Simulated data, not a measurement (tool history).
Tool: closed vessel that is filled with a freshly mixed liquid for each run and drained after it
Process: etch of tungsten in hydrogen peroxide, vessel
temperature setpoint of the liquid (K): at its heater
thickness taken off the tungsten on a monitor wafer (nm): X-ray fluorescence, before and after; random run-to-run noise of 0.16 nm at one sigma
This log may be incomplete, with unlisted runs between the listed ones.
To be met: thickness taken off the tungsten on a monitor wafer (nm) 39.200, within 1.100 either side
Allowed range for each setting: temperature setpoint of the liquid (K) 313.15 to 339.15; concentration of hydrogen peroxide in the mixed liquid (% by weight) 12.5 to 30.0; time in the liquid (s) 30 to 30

run,hour,temperature setpoint of the liquid (K),concentration of hydrogen peroxide in the mixed liquid (% by weight),time in the liquid (s),thickness taken off the tungsten on a monitor wafer (nm)
1,0.0,329.15,24.5,30,83.485
2,2.8,327.65,24.5,30,77.061
3,9.3,327.65,29.5,30,84.526
4,16.2,326.15,29.5,30,77.648
5,18.1,324.65,29.5,30,70.072
6,20.7,321.65,29.5,30,58.807
7,27.6,320.65,29.5,30,55.008
8,30.8,320.15,29.5,30,53.719
9,33.2,319.65,29.5,30,51.768
10,35.2,319.15,29.5,30,49.848
11,40.1,318.65,29.5,30,48.654
12,45.3,318.15,29.5,30,47.142
13,50.6,317.65,29.5,30,45.755
14,57.4,317.15,29.5,30,44.482
15,64.6,316.65,29.5,30,42.688

Which of these 4 next moves meets every target?
A,71.8,314.15,30.0,30,?
B,71.8,315.15,27.5,30,?
C,71.8,319.65,30.0,30,?
D,71.8,315.15,30.0,30,?

move,thickness taken off the tungsten on a monitor wafer (nm)
A,36.958
B,37.741
C,52.424
D,39.419
A: takes the result that was furthest off past its target
B: takes the result that was furthest off past its target
C: further off than the last run
D: all results in spec
The move that meets every target is D.

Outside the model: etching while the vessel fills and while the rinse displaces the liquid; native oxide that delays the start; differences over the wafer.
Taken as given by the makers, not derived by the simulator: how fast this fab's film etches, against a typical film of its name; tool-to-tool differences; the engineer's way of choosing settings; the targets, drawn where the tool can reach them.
